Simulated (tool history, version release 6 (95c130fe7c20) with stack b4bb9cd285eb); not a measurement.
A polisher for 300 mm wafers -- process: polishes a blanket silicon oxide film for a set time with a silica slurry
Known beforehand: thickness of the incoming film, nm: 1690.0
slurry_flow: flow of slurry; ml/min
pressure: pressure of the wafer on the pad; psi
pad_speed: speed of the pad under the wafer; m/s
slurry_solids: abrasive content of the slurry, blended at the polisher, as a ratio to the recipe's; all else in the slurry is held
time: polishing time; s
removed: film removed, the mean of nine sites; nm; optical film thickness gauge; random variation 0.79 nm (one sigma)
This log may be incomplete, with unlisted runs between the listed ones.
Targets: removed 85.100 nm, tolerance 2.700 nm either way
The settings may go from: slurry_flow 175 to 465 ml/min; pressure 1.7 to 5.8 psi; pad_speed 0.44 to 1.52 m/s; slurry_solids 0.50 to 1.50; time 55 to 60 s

run,day,slurry_flow,pressure,pad_speed,slurry_solids,time,removed
1,0.000,295,3.7,0.98,1.00,60,163.990
2,0.183,350,3.7,0.98,1.00,60,167.140
3,0.550,400,3.7,0.98,1.00,60,169.040
4,0.729,400,3.4,0.96,1.00,60,151.340
5,0.892,400,3.2,0.94,1.00,60,141.630
6,1.188,400,3.2,0.78,1.00,60,121.210
7,1.475,400,3.0,0.78,1.00,60,114.240
8,1.625,395,2.0,0.76,1.00,60,74.964

Which one of the following 4 next-run settings gets every result inside its allowed miss? There is exactly one.
A,1.775,425,2.4,0.72,1.00,56,?
B,1.775,430,2.7,0.92,0.70,55,?
C,1.775,380,2.4,0.72,0.90,58,?
D,1.775,400,1.8,0.80,0.95,55,?

move,removed
A,80.852
B,85.392
C,78.129
D,63.621
A: better than the last run, though not everything is in spec
B: each result inside its tolerance
C: better than the last run, though not everything is in spec
D: its largest miss is bigger than the last run's
B is the move that brings every result within its allowed miss.
